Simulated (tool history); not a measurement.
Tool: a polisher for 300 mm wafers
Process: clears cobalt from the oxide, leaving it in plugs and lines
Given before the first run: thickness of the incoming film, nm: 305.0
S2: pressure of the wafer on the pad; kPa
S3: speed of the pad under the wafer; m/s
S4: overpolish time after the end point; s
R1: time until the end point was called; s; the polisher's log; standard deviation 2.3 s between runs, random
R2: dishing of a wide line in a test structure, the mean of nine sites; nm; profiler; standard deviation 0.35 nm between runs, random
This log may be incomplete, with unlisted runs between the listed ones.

Run 1, hour 0: flow of slurry (ml/min) 145, S2 9.7 kPa, S3 0.88 m/s, S4 12 s. Result: R1 138.82 s, R2 21.058 nm.
Run 2, hour 4.6: flow of slurry (ml/min) 180, S2 9.7 kPa, S3 0.88 m/s, S4 12 s. Result: R1 130.49 s, R2 21.397 nm.
Run 3, hour 8.1: flow of slurry (ml/min) 200, S2 9.7 kPa, S3 0.88 m/s, S4 12 s. Result: R1 130.34 s, R2 21.283 nm.
Run 4, hour 9: flow of slurry (ml/min) 200, S2 9 kPa, S3 0.88 m/s, S4 13 s. Result: R1 140.4 s, R2 21.094 nm.
Run 5, hour 17: flow of slurry (ml/min) 200, S2 9 kPa, S3 0.88 m/s, S4 11 s. Result: R1 140.67 s, R2 18.778 nm.
Run 6, hour 20.2: flow of slurry (ml/min) 200, S2 9 kPa, S3 0.88 m/s, S4 9 s. Result: R1 140.31 s, R2 16.899 nm.
Run 7, hour 26.2: flow of slurry (ml/min) 195, S2 8.3 kPa, S3 0.88 m/s, S4 11 s. Result: R1 153.93 s, R2 17.919 nm.
Run 8, hour 33.1: flow of slurry (ml/min) 155, S2 5.5 kPa, S3 0.88 m/s, S4 17 s. Result: R1 232.56 s, R2 18.387 nm.
Run 9, hour 41: flow of slurry (ml/min) 160, S2 5.5 kPa, S3 0.88 m/s, S4 17 s. Result: R1 234.89 s, R2 18.424 nm.

Estimate the outcome of run 10 from the log above:
Run 10, hour 44.8: flow of slurry (ml/min) 165, S2 5.5 kPa, S3 0.88 m/s, S4 17 s. Result: R1 ?, R2 ?.

Run 10 gave R1 236.31 s, R2 18.169 nm.
